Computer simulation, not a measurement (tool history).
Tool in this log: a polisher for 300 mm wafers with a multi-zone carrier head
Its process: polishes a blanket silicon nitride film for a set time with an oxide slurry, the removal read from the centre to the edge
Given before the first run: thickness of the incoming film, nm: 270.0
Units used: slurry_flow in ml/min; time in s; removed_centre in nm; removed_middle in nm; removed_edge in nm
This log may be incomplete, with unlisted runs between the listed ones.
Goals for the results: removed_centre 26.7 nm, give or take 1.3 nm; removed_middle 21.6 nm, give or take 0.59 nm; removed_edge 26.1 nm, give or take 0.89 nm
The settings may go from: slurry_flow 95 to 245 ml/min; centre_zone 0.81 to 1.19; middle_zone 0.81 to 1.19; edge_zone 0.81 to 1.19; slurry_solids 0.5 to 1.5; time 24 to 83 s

run 1 hour=0 | slurry_flow=155 centre_zone=1 middle_zone=1 edge_zone=1 slurry_solids=1 time=53 | removed_centre=31.593 removed_middle=32.238 removed_edge=32.452
run 2 hour=2.5 | slurry_flow=140 centre_zone=1.02 middle_zone=0.94 edge_zone=0.99 slurry_solids=0.9 time=53 | removed_centre=29.179 removed_middle=27.725 removed_edge=29.855
run 3 hour=10.7 | slurry_flow=130 centre_zone=1.04 middle_zone=0.9 edge_zone=0.97 slurry_solids=0.85 time=53 | removed_centre=28.075 removed_middle=25.289 removed_edge=27.401
run 4 hour=15.3 | slurry_flow=130 centre_zone=1.04 middle_zone=0.95 edge_zone=0.97 slurry_solids=0.85 time=53 | removed_centre=28.386 removed_middle=26.045 removed_edge=27.729
run 5 hour=19.4 | slurry_flow=120 centre_zone=1.05 middle_zone=0.91 edge_zone=0.98 slurry_solids=0.85 time=53 | removed_centre=26.826 removed_middle=24.975 removed_edge=27.634
run 6 hour=27.5 | slurry_flow=140 centre_zone=1.05 middle_zone=0.91 edge_zone=0.98 slurry_solids=0.85 time=53 | removed_centre=29.486 removed_middle=25.447 removed_edge=28.083
run 7 hour=32.6 | slurry_flow=125 centre_zone=1.07 middle_zone=0.88 edge_zone=0.99 slurry_solids=0.85 time=53 | removed_centre=28.134 removed_middle=24.99 removed_edge=27.948
run 8 hour=38.8 | slurry_flow=120 centre_zone=1.1 middle_zone=0.86 edge_zone=1 slurry_solids=0.8 time=53 | removed_centre=26.495 removed_middle=22.721 removed_edge=26.705
run 9 hour=42.7 | slurry_flow=115 centre_zone=1.12 middle_zone=0.85 edge_zone=1 slurry_solids=0.8 time=53 | removed_centre=27.682 removed_middle=22.315 removed_edge=26.263

Next run, 4 choices. One meets every target within its allowed miss, the rest don't. Which?
run A hour=46.6 | slurry_flow=110 centre_zone=1.07 middle_zone=0.81 edge_zone=0.95 slurry_solids=0.95 time=47 | removed_centre=? removed_middle=? removed_edge=?
run B hour=46.6 | slurry_flow=140 centre_zone=1.11 middle_zone=0.87 edge_zone=0.97 slurry_solids=0.75 time=54 | removed_centre=? removed_middle=? removed_edge=?
run C hour=46.6 | slurry_flow=120 centre_zone=1.15 middle_zone=0.88 edge_zone=1.08 slurry_solids=0.65 time=65 | removed_centre=? removed_middle=? removed_edge=?
run D hour=46.6 | slurry_flow=105 centre_zone=1.1 middle_zone=0.93 edge_zone=0.95 slurry_solids=0.8 time=53 | removed_centre=? removed_middle=? removed_edge=?

move=A removed_centre=26.907 removed_middle=21.495 removed_edge=25.862
move=B removed_centre=27.808 removed_middle=22.582 removed_edge=25.526
move=C removed_centre=28.366 removed_middle=22.635 removed_edge=26.99
move=D removed_centre=26.727 removed_middle=23.258 removed_edge=25.165
A: every result lands within tolerance
B: misses by more than the last run did
C: misses by more than the last run did
D: misses by more than the last run did
Move A is the one to make.

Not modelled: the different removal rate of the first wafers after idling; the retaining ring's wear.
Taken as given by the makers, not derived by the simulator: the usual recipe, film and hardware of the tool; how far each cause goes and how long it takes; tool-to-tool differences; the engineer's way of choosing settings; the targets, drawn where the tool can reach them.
